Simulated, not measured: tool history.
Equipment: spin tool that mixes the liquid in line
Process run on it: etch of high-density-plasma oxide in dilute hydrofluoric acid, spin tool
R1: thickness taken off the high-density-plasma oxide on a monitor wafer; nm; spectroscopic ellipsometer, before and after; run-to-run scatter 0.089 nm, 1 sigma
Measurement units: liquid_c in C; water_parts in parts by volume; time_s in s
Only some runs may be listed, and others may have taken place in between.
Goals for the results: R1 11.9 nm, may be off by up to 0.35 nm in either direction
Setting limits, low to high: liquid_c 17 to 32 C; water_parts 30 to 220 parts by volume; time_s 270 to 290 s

{"run": 1, "hour": 0.0, "liquid_c": 24, "water_parts": 125, "time_s": 270, "R1": 14.247}
{"run": 2, "hour": 6.9, "liquid_c": 23.5, "water_parts": 125, "time_s": 270, "R1": 13.985}
{"run": 3, "hour": 13.8, "liquid_c": 21, "water_parts": 125, "time_s": 270, "R1": 12.507}
{"run": 4, "hour": 15.8, "liquid_c": 21, "water_parts": 160, "time_s": 270, "R1": 9.5272}
{"run": 5, "hour": 23.4, "liquid_c": 21.5, "water_parts": 160, "time_s": 270, "R1": 9.5205}
{"run": 6, "hour": 28.2, "liquid_c": 22, "water_parts": 160, "time_s": 270, "R1": 9.8922}
{"run": 7, "hour": 32.9, "liquid_c": 22.5, "water_parts": 160, "time_s": 270, "R1": 10.101}
{"run": 8, "hour": 34.2, "liquid_c": 23, "water_parts": 160, "time_s": 270, "R1": 10.421}
{"run": 9, "hour": 40.0, "liquid_c": 23.5, "water_parts": 160, "time_s": 270, "R1": 10.276}
{"run": 10, "hour": 46.1, "liquid_c": 24, "water_parts": 160, "time_s": 270, "R1": 10.514}
{"run": 11, "hour": 51.6, "liquid_c": 24, "water_parts": 160, "time_s": 270, "R1": 10.566}
{"run": 12, "hour": 52.2, "liquid_c": 24.5, "water_parts": 160, "time_s": 270, "R1": 10.944}
{"run": 13, "hour": 60.0, "liquid_c": 25.5, "water_parts": 160, "time_s": 270, "R1": 11.346}
{"run": 14, "hour": 65.1, "liquid_c": 26, "water_parts": 160, "time_s": 270, "R1": 11.54}

Consider the 4 candidate settings below. Which is the only one whose results all fall within their allowed miss of target?
{"run": "A", "hour": 70.2, "liquid_c": 23.5, "water_parts": 150, "time_s": 270, "R1": "?"}
{"run": "B", "hour": 70.2, "liquid_c": 22.5, "water_parts": 145, "time_s": 285, "R1": "?"}
{"run": "C", "hour": 70.2, "liquid_c": 27.5, "water_parts": 175, "time_s": 275, "R1": "?"}
{"run": "D", "hour": 70.2, "liquid_c": 24.5, "water_parts": 160, "time_s": 275, "R1": "?"}

move=A R1=11.146
move=B R1=11.774
move=C R1=10.972
move=D R1=10.931
A: misses by more than the last run did
B: every result lands within tolerance
C: misses by more than the last run did
D: misses by more than the last run did
Go with B: it meets all targets.
